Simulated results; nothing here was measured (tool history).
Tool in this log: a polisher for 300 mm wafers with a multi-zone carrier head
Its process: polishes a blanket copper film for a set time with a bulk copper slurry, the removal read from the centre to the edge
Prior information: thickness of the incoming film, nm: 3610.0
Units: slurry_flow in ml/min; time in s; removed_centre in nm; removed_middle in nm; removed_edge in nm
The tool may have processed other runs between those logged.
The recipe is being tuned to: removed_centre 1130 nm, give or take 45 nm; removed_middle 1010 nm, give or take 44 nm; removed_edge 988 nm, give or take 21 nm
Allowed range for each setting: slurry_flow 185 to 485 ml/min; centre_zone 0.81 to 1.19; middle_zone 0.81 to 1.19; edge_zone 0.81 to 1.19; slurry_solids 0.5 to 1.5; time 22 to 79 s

run 1 hour=0 | slurry_flow=310 centre_zone=1 middle_zone=1 edge_zone=1 slurry_solids=1 time=50 | removed_centre=785.74 removed_middle=737.7 removed_edge=768.51
run 2 hour=2.5 | slurry_flow=325 centre_zone=1.05 middle_zone=1.04 edge_zone=1.04 slurry_solids=1.15 time=51 | removed_centre=847.7 removed_middle=807.77 removed_edge=814.45
run 3 hour=11.1 | slurry_flow=325 centre_zone=1.05 middle_zone=1.04 edge_zone=1.04 slurry_solids=1.15 time=64 | removed_centre=1065.6 removed_middle=998.7 removed_edge=1025.4
run 4 hour=13.8 | slurry_flow=325 centre_zone=1.05 middle_zone=1.04 edge_zone=1.04 slurry_solids=1.35 time=64 | removed_centre=1094.7 removed_middle=1054.3 removed_edge=1055.4
run 5 hour=22.3 | slurry_flow=320 centre_zone=1.06 middle_zone=1.04 edge_zone=1.01 slurry_solids=1.3 time=64 | removed_centre=1102.5 removed_middle=1031.4 removed_edge=1037.5
run 6 hour=28.5 | slurry_flow=320 centre_zone=1.06 middle_zone=1.04 edge_zone=1.01 slurry_solids=1.3 time=70 | removed_centre=1192.2 removed_middle=1122.9 removed_edge=1126.3
run 7 hour=31.9 | slurry_flow=310 centre_zone=1.06 middle_zone=1.03 edge_zone=0.96 slurry_solids=1.25 time=70 | removed_centre=1176.8 removed_middle=1119.7 removed_edge=1102
run 8 hour=36.8 | slurry_flow=305 centre_zone=1.07 middle_zone=1.01 edge_zone=0.92 slurry_solids=1.2 time=70 | removed_centre=1183 removed_middle=1092.8 removed_edge=1073.7
run 9 hour=43.1 | slurry_flow=280 centre_zone=1.06 middle_zone=0.96 edge_zone=0.82 slurry_solids=1 time=69 | removed_centre=1106.6 removed_middle=969.46 removed_edge=957.64

4 next moves are on the table. One of them brings every result within its allowed miss. Which?
run A hour=49.4 | slurry_flow=320 centre_zone=1.08 middle_zone=1.01 edge_zone=0.88 slurry_solids=0.9 time=69 | removed_centre=? removed_middle=? removed_edge=?
run B hour=49.4 | slurry_flow=220 centre_zone=1.14 middle_zone=1.07 edge_zone=0.82 slurry_solids=1 time=67 | removed_centre=? removed_middle=? removed_edge=?
run C hour=49.4 | slurry_flow=285 centre_zone=1.03 middle_zone=1.09 edge_zone=0.81 slurry_solids=1.05 time=67 | removed_centre=? removed_middle=? removed_edge=?
run D hour=49.4 | slurry_flow=295 centre_zone=1.09 middle_zone=1.03 edge_zone=0.81 slurry_solids=1.05 time=66 | removed_centre=? removed_middle=? removed_edge=?

move=A removed_centre=1139.4 removed_middle=996.3 removed_edge=993.22
move=B removed_centre=1128.3 removed_middle=985.89 removed_edge=918.78
move=C removed_centre=1067.7 removed_middle=1046 removed_edge=945.81
move=D removed_centre=1117.7 removed_middle=985.38 removed_edge=935.18
A: every result lands within tolerance
B: the biggest miss grows against the last run
C: the biggest miss grows against the last run
D: the biggest miss grows against the last run
The right move is A.
